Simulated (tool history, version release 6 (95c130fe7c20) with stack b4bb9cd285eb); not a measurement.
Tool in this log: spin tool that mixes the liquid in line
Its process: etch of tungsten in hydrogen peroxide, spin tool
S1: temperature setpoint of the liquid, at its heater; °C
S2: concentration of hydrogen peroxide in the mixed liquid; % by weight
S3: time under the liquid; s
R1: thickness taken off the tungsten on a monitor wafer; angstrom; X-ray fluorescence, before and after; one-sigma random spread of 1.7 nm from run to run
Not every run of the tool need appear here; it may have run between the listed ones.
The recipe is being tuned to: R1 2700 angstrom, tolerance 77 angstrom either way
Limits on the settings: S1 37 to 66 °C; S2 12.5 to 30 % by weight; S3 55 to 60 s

| run | hour | S1 | S2 | S3 | R1 |
|---|---|---|---|---|---|
| 1 | 0 | 53 | 24.5 | 55 | 1500.6 |
| 2 | 7.3 | 53 | 24.5 | 60 | 1641.7 |
| 3 | 11.4 | 53 | 29.5 | 60 | 1746.6 |
| 4 | 16.4 | 53 | 29.5 | 55 | 1613.7 |
| 5 | 20 | 49 | 29.5 | 55 | 1263.1 |
| 6 | 27.1 | 53 | 29.5 | 55 | 1616.3 |
| 7 | 27.8 | 55.5 | 29.5 | 55 | 1874.4 |
| 8 | 33.8 | 57 | 29.5 | 55 | 2030.1 |
| 9 | 36.7 | 58.5 | 29.5 | 55 | 2199.7 |
|  | 39.4 | peroxide flow meter replaced |
| 10 | 39.4 | 59.5 | 29.5 | 55 | 2284.7 |
| 11 | 45.2 | 63 | 29.5 | 55 | 2801.2 |

Which single option among these 4 for the next run brings every result within its allowed miss of target? Just one does.
| A | 51 | 62 | 30 | 60 | ? |
| B | 51 | 63 | 30 | 55 | ? |
| C | 51 | 63.5 | 28.5 | 55 | ? |
| D | 51 | 62.5 | 29.5 | 55 | ? |

| move | R1 |
|---|---|
| A | 2903.1 |
| B | 2816.2 |
| C | 2823.4 |
| D | 2714.8 |
A: misses by more than the last run did
B: misses by more than the last run did
C: misses by more than the last run did
D: every result within its allowed miss
D is the move that brings every result within its allowed miss.
